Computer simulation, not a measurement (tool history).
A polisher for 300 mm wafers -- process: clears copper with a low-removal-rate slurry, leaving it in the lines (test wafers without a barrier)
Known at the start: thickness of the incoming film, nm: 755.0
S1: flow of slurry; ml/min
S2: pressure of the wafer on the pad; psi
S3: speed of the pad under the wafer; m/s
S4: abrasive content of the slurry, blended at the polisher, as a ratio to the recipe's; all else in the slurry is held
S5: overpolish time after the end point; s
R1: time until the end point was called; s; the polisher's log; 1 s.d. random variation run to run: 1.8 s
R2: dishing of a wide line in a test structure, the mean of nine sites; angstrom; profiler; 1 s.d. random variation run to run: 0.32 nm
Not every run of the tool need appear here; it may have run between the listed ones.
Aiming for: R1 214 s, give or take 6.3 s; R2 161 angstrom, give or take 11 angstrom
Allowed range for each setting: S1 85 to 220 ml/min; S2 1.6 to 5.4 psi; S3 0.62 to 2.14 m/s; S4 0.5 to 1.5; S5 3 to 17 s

run	hour	S1	S2	S3	S4	S5	R1	R2
1	0	140	3.5	1.38	1	9	151.37	315.1
2	7.3	165	3.5	1.38	1	9	146.61	321.81
3	15.5	160	3.3	1.38	1	8	157.48	274.8
4	20.4	155	3.1	1.38	1	7	168.1	236.99
5	26.1	125	3.1	1.38	1	7	174.34	220.09
6	32.6	125	3.1	1.24	1	7	193.19	205.14
7	33.9	125	3	1.24	1	7	193.45	198.04
8	42.1	125	2.9	1.24	1	7	200.82	202.63

Exactly one of the 4 candidate moves below puts every result within its allowed miss. Which one?
A	50.3	125	2.9	1.32	1.15	8	?	?
B	50.3	130	2.7	1.24	0.9	11	?	?
C	50.3	110	3	1.16	0.9	6	?	?
D	50.3	145	2.4	1.66	1.05	8	?	?

move	R1	R2
A	193.2	234.12
B	222.68	272.71
C	218.19	161.49
D	190.6	235.46
A: the biggest miss grows against the last run
B: the biggest miss grows against the last run
C: meets every target
D: the biggest miss grows against the last run
Go with C: it meets all targets.

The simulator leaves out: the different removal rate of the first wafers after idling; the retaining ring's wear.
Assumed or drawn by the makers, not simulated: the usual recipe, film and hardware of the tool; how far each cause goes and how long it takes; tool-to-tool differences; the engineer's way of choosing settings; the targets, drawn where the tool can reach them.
